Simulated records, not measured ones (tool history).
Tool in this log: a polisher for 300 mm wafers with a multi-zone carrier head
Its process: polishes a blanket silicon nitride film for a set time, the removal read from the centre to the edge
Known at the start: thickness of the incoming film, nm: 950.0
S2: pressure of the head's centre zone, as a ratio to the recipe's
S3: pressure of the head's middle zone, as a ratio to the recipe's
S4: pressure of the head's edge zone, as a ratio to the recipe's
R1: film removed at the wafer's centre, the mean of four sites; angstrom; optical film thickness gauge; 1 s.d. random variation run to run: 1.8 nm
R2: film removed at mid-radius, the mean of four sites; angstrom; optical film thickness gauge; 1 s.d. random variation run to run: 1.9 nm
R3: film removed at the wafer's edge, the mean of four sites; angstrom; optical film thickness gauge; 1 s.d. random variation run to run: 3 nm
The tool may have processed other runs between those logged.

Run 1, hour 0.0: flow of slurry (ml/min) 235, S2 1.00, S3 1.00, S4 1.00, polishing time (s) 85. Result: R1 1399.9 angstrom, R2 1549.1 angstrom, R3 1518.9 angstrom.
Run 2, hour 7.5: flow of slurry (ml/min) 235, S2 1.08, S3 1.00, S4 1.00, polishing time (s) 85. Result: R1 1499.2 angstrom, R2 1539.3 angstrom, R3 1514.9 angstrom.
Run 3, hour 12.7: flow of slurry (ml/min) 285, S2 1.08, S3 1.00, S4 1.00, polishing time (s) 85. Result: R1 1526.8 angstrom, R2 1612.1 angstrom, R3 1548.1 angstrom.
Run 4, hour 18.4: flow of slurry (ml/min) 260, S2 1.08, S3 1.00, S4 1.00, polishing time (s) 85. Result: R1 1533.5 angstrom, R2 1594.8 angstrom, R3 1521.0 angstrom.
Run 5, hour 22.6: flow of slurry (ml/min) 255, S2 1.12, S3 0.99, S4 0.99, polishing time (s) 96. Result: R1 1785.6 angstrom, R2 1774.7 angstrom, R3 1753.2 angstrom.
At hour 30.3: centre zone pressure recalibrated.
Run 6, hour 30.3: flow of slurry (ml/min) 255, S2 1.14, S3 0.98, S4 0.93, polishing time (s) 104. Result: R1 2136.4 angstrom, R2 1860.0 angstrom, R3 1815.4 angstrom.
Run 7, hour 38.6: flow of slurry (ml/min) 265, S2 1.16, S3 0.99, S4 0.94, polishing time (s) 107. Result: R1 2224.3 angstrom, R2 2002.8 angstrom, R3 1930.2 angstrom.

Predict the results of run 8:
Run 8, hour 41.2: flow of slurry (ml/min) 305, S2 1.19, S3 0.99, S4 0.93, polishing time (s) 115. Result: R1 ?, R2 ?, R3 ?.

{"run 8": {"R1": 2525.2, "R2": 2164.6, "R3": 2080.6}}

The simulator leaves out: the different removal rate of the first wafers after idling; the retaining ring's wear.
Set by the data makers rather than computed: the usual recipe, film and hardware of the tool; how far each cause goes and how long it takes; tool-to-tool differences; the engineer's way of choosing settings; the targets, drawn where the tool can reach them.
